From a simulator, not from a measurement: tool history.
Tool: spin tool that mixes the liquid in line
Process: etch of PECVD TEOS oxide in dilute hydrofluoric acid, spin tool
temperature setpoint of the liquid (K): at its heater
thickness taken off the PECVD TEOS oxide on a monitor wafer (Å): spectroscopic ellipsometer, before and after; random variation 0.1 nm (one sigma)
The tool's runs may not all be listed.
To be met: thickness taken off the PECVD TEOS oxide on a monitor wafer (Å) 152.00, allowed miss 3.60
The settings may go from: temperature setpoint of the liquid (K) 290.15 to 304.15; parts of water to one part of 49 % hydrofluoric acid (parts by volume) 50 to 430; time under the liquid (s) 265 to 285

run	hour	temperature setpoint of the liquid (K)	parts of water to one part of 49 % hydrofluoric acid (parts by volume)	time under the liquid (s)	thickness taken off the PECVD TEOS oxide on a monitor wafer (Å)
1	0.0	296.15	240	265	225.55
2	2.8	295.65	245	265	215.69
3	5.0	295.65	215	265	253.02
4	7.9	295.15	220	265	242.09
5	9.5	292.15	220	265	215.74
6	16.2	292.15	220	285	231.81
7	21.8	292.15	225	285	226.61
8	30.2	292.15	230	285	219.76
9	38.4	292.15	235	285	217.52
10	39.3	292.15	240	285	210.01
11	41.7	292.15	240	285	208.16
# hour 44.6: thermometer replaced
12	44.6	292.15	245	285	215.75
13	53.3	292.15	255	285	203.58

Which of these 5 next moves meets every target?
A	62.0	295.15	205	285	?
B	62.0	290.15	330	285	?
C	62.0	291.15	280	265	?
D	62.0	292.65	220	285	?
E	62.0	290.15	300	280	?

move	thickness taken off the PECVD TEOS oxide on a monitor wafer (Å)
A	295.25
B	135.73
C	161.07
D	246.50
E	150.36
A: further off than the last run
B: takes the result that was furthest off past its target
C: nearer than the last run, and not there yet
D: further off than the last run
E: meets every target
The right move is E.
